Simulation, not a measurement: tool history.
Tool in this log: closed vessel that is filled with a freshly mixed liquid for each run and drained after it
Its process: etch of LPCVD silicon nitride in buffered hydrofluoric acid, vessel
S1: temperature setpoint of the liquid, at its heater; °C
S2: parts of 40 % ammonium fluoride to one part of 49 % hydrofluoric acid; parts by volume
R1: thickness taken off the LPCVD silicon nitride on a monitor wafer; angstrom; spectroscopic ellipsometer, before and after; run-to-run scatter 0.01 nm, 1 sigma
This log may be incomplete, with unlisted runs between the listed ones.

{"run": 1, "hour": 0.0, "S1": 25.0, "S2": 11.5, "time in the liquid (s)": 210, "R1": 28.559}
{"run": 2, "hour": 3.3, "S1": 25.0, "S2": 14.0, "time in the liquid (s)": 210, "R1": 23.527}
{"run": 3, "hour": 11.2, "S1": 27.0, "S2": 14.0, "time in the liquid (s)": 210, "R1": 26.292}
{"run": 4, "hour": 12.0, "S1": 25.5, "S2": 14.0, "time in the liquid (s)": 210, "R1": 23.849}
{"run": 5, "hour": 20.4, "S1": 24.5, "S2": 14.0, "time in the liquid (s)": 210, "R1": 23.029}
{"run": 6, "hour": 24.7, "S1": 24.5, "S2": 11.0, "time in the liquid (s)": 210, "R1": 28.692}

The next listed run, before its measurement:
{"hour": 28.1, "done": "thermometer replaced"}
{"run": 7, "hour": 28.1, "S1": 22.5, "S2": 11.0, "time in the liquid (s)": 210, "R1": "?"}

R1: 29.286 angstrom
